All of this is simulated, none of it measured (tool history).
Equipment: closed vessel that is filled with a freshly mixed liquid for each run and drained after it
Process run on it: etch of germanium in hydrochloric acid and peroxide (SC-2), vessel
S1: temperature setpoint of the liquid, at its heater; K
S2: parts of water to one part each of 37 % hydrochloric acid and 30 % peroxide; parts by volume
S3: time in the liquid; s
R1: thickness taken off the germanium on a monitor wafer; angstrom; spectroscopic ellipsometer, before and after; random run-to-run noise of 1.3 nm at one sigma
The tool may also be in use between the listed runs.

| run | hour | S1 | S2 | S3 | R1 |
|---|---|---|---|---|---|
| 1 | 0.0 | 333.15 | 11.5 | 30 | 1036.1 |
| 2 | 5.7 | 337.15 | 11.0 | 30 | 1154.0 |
| 3 | 7.8 | 337.15 | 9.5 | 30 | 1193.4 |
| 4 | 16.1 | 339.65 | 9.5 | 30 | 1276.0 |
| 5 | 21.6 | 341.15 | 9.5 | 30 | 1314.0 |
| 6 | 23.3 | 342.15 | 9.5 | 30 | 1366.1 |
| 7 | 29.4 | 342.65 | 9.5 | 30 | 1389.4 |

The next listed run, before its measurement:
| 8 | 32.4 | 343.15 | 9.5 | 30 | ? |

R1: 1394.8 angstrom
